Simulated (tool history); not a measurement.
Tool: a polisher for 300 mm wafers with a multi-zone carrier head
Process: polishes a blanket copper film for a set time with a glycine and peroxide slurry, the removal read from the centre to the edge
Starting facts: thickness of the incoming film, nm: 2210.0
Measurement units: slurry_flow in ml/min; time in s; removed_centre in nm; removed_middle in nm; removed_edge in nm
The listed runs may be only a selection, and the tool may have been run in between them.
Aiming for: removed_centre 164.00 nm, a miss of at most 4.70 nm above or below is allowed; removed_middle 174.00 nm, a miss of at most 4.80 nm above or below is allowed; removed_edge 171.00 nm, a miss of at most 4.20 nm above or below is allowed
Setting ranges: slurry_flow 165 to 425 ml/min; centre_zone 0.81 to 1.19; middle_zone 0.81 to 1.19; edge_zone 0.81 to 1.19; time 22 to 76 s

run    day  slurry_flow  centre_zone  middle_zone  edge_zone  time  removed_centre  removed_middle  removed_edge
  1  0.000          275         1.00         1.00       1.00    49          258.00          254.45        258.75
  2  0.038          215         1.00         1.00       1.00    49          250.03          248.41        252.01
  3  0.217          210         0.98         0.99       0.97    46          235.10          227.73        231.98
  4  0.475          210         0.98         0.94       0.97    46          231.29          219.80        233.98
  5  0.754          205         0.95         0.95       0.95    44          213.58          211.92        219.19
  6  0.900          205         0.95         0.95       0.95    35          170.86          171.42        175.03
  7  1.138          205         0.95         0.95       0.95    35          172.84          167.90        177.12
  8  1.283          200         0.94         0.96       0.94    35          167.20          168.82        175.61
  9  1.333          200         0.94         0.97       0.93    35          168.34          172.00        172.68

Consider the 4 candidate settings below. Which is the only one whose results all fall within their allowed miss of target?
  A  1.383          255         0.94         0.89       0.91    35               ?               ?             ?
  B  1.383          260         0.93         1.02       0.96    33               ?               ?             ?
  C  1.383          180         1.01         0.94       0.87    36               ?               ?             ?
  D  1.383          215         0.95         0.94       0.89    36               ?               ?             ?

move  removed_centre  removed_middle  removed_edge
   A          174.54          162.89        176.02
   B          163.45          172.46        169.88
   C          184.34          169.24        172.83
   D          178.06          172.48        176.99
A: lands further from the targets than the last run did
B: hits every target within its allowed miss
C: lands further from the targets than the last run did
D: lands further from the targets than the last run did
B is the move that brings every result within its allowed miss.
